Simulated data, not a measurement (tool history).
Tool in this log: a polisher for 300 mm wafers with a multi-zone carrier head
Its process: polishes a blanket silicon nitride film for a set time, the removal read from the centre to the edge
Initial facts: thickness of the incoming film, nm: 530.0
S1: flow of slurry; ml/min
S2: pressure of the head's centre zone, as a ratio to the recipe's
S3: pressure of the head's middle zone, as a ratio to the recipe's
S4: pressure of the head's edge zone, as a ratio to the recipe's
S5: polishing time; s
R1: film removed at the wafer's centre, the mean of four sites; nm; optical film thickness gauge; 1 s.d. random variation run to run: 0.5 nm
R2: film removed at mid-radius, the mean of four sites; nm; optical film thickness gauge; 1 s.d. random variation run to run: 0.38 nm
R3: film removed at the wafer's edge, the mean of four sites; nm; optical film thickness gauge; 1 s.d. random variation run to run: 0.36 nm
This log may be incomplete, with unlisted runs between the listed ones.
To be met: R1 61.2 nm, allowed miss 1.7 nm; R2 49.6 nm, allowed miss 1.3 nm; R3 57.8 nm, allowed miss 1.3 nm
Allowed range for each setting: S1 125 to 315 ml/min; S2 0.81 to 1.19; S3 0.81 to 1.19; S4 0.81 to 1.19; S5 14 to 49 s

run  hour   S1    S2    S3    S4  S5      R1      R2      R3
  1     0  205     1     1     1  31  44.992  45.999  46.751
  2   8.6  205     1     1     1  36  52.668  53.286      54
  3  11.7  205     1     1     1  42  62.048  61.917  62.555
  4  18.9  165     1     1     1  42  59.403  60.106  62.294
  5  27.4  160  1.02  0.96  0.98  42  60.081  58.657  61.163
  6  33.6  155  1.04  0.92  0.98  42   60.44  56.796  61.015
  7  34.8  150  1.06  0.89  0.98  42  61.541  54.885  60.302
  8  38.8  145  1.07  0.87  0.98  42  60.916  53.901  60.765
  9  40.4  140  1.08  0.86  0.97  42  62.272  52.407  60.139
 10  43.7  140  1.08  0.85  0.96  42  62.052  52.691  59.465

Consider the 4 candidate settings below. Which is the only one whose results all fall within their allowed miss of target?
  A    47  165  1.13  0.84  1.01  39   ?   ?   ?
  B    47  140   1.1  0.91  1.04  40   ?   ?   ?
  C    47  135  1.06  0.96  0.83  43   ?   ?   ?
  D    47  130  1.08  0.91  0.96  43   ?   ?   ?

move      R1      R2      R3
   A  60.814  49.362  58.037
   B  59.767  52.709  59.514
   C  62.067  58.756  57.379
   D  62.674   56.18  61.165
A: every result lands within tolerance
B: roughly where the last run was
C: moves away from the targets compared with the last run
D: moves away from the targets compared with the last run
A is the move that brings every result within its allowed miss.
